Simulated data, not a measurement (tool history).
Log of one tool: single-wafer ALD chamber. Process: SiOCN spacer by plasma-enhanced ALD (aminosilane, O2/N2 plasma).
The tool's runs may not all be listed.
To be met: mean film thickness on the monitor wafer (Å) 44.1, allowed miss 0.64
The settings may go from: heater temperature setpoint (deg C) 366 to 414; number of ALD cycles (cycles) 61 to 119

run  hour  heater temperature setpoint (deg C)  number of ALD cycles (cycles)  mean film thickness on the monitor wafer (Å)
  1     0                                  390                             90                                        50.746
  2   8.3                                  390                             88                                        49.875
  3  17.5                                  390                             86                                        48.455
  4    25                                  390                             95                                        53.537
  5  26.3                                  390                             93                                        52.306
       27  -- thermocouple changed; heater temperature recalibrated
  6    27                                  390                             98                                        55.316
  7  34.8                                  390                             95                                        53.433
  8  41.5                                  390                             93                                        52.503
  9  47.7                                  390                             91                                        51.351

Which of these 5 next moves meets every target?
  A  53.9                                  379                             80                                             ?
  B  53.9                                  381                             81                                             ?
  C  53.9                                  391                             81                                             ?
  D  53.9                                  395                             78                                             ?
  E  53.9                                  398                             80                                             ?

move  mean film thickness on the monitor wafer (Å)
   A                                        45.393
   B                                        45.961
   C                                        45.961
   D                                        44.258
   E                                        45.393
A: nearer than the last run, and not there yet
B: nearer than the last run, and not there yet
C: nearer than the last run, and not there yet
D: meets every target
E: nearer than the last run, and not there yet
The right move is D.
